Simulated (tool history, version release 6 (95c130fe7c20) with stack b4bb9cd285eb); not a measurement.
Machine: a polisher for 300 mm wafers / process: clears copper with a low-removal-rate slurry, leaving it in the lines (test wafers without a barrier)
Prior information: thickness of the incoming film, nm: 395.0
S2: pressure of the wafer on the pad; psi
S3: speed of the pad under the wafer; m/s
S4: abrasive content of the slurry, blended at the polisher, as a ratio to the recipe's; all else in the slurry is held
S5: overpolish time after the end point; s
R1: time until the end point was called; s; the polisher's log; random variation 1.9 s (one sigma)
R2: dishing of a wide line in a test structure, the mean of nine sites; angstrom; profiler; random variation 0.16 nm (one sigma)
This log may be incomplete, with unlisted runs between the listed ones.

{"run": 1, "hour": 0.0, "flow of slurry (ml/min)": 130, "S2": 2.0, "S3": 1.24, "S4": 1.0, "S5": 29, "R1": 193.36, "R2": 382.73}
{"run": 2, "hour": 4.3, "flow of slurry (ml/min)": 150, "S2": 2.0, "S3": 1.24, "S4": 1.0, "S5": 29, "R1": 190.68, "R2": 391.53}
{"run": 3, "hour": 7.4, "flow of slurry (ml/min)": 175, "S2": 2.0, "S3": 1.24, "S4": 1.0, "S5": 29, "R1": 182.56, "R2": 393.2}
{"run": 4, "hour": 9.9, "flow of slurry (ml/min)": 175, "S2": 2.0, "S3": 1.24, "S4": 1.1, "S5": 29, "R1": 178.5, "R2": 402.9}
{"run": 5, "hour": 15.4, "flow of slurry (ml/min)": 180, "S2": 1.7, "S3": 1.36, "S4": 1.05, "S5": 24, "R1": 182.15, "R2": 337.12}
{"run": 6, "hour": 18.1, "flow of slurry (ml/min)": 180, "S2": 2.0, "S3": 1.36, "S4": 1.05, "S5": 24, "R1": 168.51, "R2": 371.29}
{"run": 7, "hour": 22.3, "flow of slurry (ml/min)": 190, "S2": 1.4, "S3": 1.5, "S4": 1.1, "S5": 10, "R1": 189.73, "R2": 151.11}
{"run": 8, "hour": 29.0, "flow of slurry (ml/min)": 190, "S2": 1.4, "S3": 1.52, "S4": 1.15, "S5": 10, "R1": 189.6, "R2": 155.5}
{"run": 9, "hour": 33.8, "flow of slurry (ml/min)": 190, "S2": 1.3, "S3": 1.56, "S4": 1.2, "S5": 10, "R1": 184.71, "R2": 154.63}
{"run": 10, "hour": 42.8, "flow of slurry (ml/min)": 190, "S2": 1.3, "S3": 1.58, "S4": 1.2, "S5": 10, "R1": 181.22, "R2": 155.91}
{"run": 11, "hour": 47.8, "flow of slurry (ml/min)": 190, "S2": 1.3, "S3": 1.6, "S4": 1.2, "S5": 10, "R1": 179.79, "R2": 158.48}
{"run": 12, "hour": 52.5, "flow of slurry (ml/min)": 195, "S2": 1.3, "S3": 1.62, "S4": 1.2, "S5": 10, "R1": 179.81, "R2": 156.93}
{"run": 13, "hour": 53.6, "flow of slurry (ml/min)": 195, "S2": 1.3, "S3": 1.64, "S4": 1.2, "S5": 10, "R1": 177.34, "R2": 157.97}
{"run": 14, "hour": 54.6, "flow of slurry (ml/min)": 180, "S2": 1.1, "S3": 1.72, "S4": 1.2, "S5": 9, "R1": 190.03, "R2": 137.07}
{"run": 15, "hour": 58.1, "flow of slurry (ml/min)": 185, "S2": 1.1, "S3": 1.72, "S4": 1.2, "S5": 9, "R1": 187.08, "R2": 136.51}

Forecast run 16:
{"run": 16, "hour": 59.1, "flow of slurry (ml/min)": 190, "S2": 1.1, "S3": 1.72, "S4": 1.2, "S5": 9, "R1": "?", "R2": "?"}

R1: 191.81 s
R2: 135.38 angstrom

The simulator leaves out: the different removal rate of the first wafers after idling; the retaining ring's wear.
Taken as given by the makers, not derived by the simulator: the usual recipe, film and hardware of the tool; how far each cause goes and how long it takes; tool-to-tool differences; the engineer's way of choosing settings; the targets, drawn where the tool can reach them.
